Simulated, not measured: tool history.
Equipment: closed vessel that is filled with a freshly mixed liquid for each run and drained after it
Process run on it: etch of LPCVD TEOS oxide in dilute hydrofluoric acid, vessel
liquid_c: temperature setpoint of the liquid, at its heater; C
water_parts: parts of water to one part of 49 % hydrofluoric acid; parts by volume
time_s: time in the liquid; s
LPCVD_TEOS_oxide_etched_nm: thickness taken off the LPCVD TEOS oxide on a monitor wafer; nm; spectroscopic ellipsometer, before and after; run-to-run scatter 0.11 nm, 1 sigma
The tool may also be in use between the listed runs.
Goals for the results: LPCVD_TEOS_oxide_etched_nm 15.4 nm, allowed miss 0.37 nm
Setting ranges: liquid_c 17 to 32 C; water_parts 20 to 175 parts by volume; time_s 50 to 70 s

Run 1, hour 0: liquid_c 24 C, water_parts 95 parts by volume, time_s 70 s. Result: LPCVD_TEOS_oxide_etched_nm 21.338 nm.
Run 2, hour 6.6: liquid_c 24 C, water_parts 75 parts by volume, time_s 70 s. Result: LPCVD_TEOS_oxide_etched_nm 27.596 nm.
Run 3, hour 8.1: liquid_c 23 C, water_parts 80 parts by volume, time_s 70 s. Result: LPCVD_TEOS_oxide_etched_nm 24.778 nm.
Run 4, hour 12.6: liquid_c 23 C, water_parts 80 parts by volume, time_s 50 s. Result: LPCVD_TEOS_oxide_etched_nm 17.716 nm.
Run 5, hour 18.8: liquid_c 22 C, water_parts 80 parts by volume, time_s 50 s. Result: LPCVD_TEOS_oxide_etched_nm 16.8 nm.
Run 6, hour 26.9: liquid_c 21.5 C, water_parts 80 parts by volume, time_s 50 s. Result: LPCVD_TEOS_oxide_etched_nm 16.434 nm.
Run 7, hour 33.3: liquid_c 21 C, water_parts 80 parts by volume, time_s 50 s. Result: LPCVD_TEOS_oxide_etched_nm 16.453 nm.
Run 8, hour 37.2: liquid_c 20.5 C, water_parts 80 parts by volume, time_s 50 s. Result: LPCVD_TEOS_oxide_etched_nm 15.961 nm.

4 next moves are on the table. One of them brings every result within its allowed miss. Which?
Run A, hour 41.1: liquid_c 20 C, water_parts 105 parts by volume, time_s 70 s. Result: LPCVD_TEOS_oxide_etched_nm ?.
Run B, hour 41.1: liquid_c 22.5 C, water_parts 100 parts by volume, time_s 60 s. Result: LPCVD_TEOS_oxide_etched_nm ?.
Run C, hour 41.1: liquid_c 17.5 C, water_parts 100 parts by volume, time_s 70 s. Result: LPCVD_TEOS_oxide_etched_nm ?.
Run D, hour 41.1: liquid_c 18 C, water_parts 90 parts by volume, time_s 65 s. Result: LPCVD_TEOS_oxide_etched_nm ?.

move  LPCVD_TEOS_oxide_etched_nm
   A                      16.121
   B                      16.123
   C                      15.376
   D                      16.377
A: further off than the last run
B: further off than the last run
C: hits every target within its allowed miss
D: further off than the last run
Go with C: it meets all targets.
